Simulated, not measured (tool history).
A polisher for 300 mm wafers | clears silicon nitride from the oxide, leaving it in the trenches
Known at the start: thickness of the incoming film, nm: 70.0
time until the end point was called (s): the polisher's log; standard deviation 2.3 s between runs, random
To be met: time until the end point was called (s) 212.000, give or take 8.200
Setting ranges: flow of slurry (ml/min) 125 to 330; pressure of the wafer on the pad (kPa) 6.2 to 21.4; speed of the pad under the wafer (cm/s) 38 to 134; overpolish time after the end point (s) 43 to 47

run	hour	flow of slurry (ml/min)	pressure of the wafer on the pad (kPa)	speed of the pad under the wafer (cm/s)	overpolish time after the end point (s)	time until the end point was called (s)
1	0.0	210	13.8	86	43	108.300
2	2.5	210	13.8	76	43	121.220
3	9.2	210	13.8	94	43	98.543
4	9.8	235	13.8	94	43	99.595
5	13.1	235	12.4	90	43	109.880
6	15.4	190	12.4	90	43	112.390
7	22.3	190	11.0	84	43	128.710
8	30.2	190	9.7	80	43	149.530
9	36.2	190	9.0	78	43	159.610
10	44.6	190	8.3	76	43	172.680
11	50.7	190	7.6	74	43	182.180
12	58.8	185	6.2	68	43	226.200

Exactly one of the 4 candidate moves below puts every result within its allowed miss. Which one?
A	66.9	145	6.2	80	43	?
B	66.9	205	7.6	68	45	?
C	66.9	225	6.9	58	44	?
D	66.9	150	7.6	68	46	?

move	time until the end point was called (s)
A	200.820
B	198.960
C	240.940
D	209.890
A: moves the result that the last run missed by most past its target, out the other side
B: moves the result that the last run missed by most past its target, out the other side
C: lands further from the targets than the last run did
D: each result inside its tolerance
The move that meets every target is D.
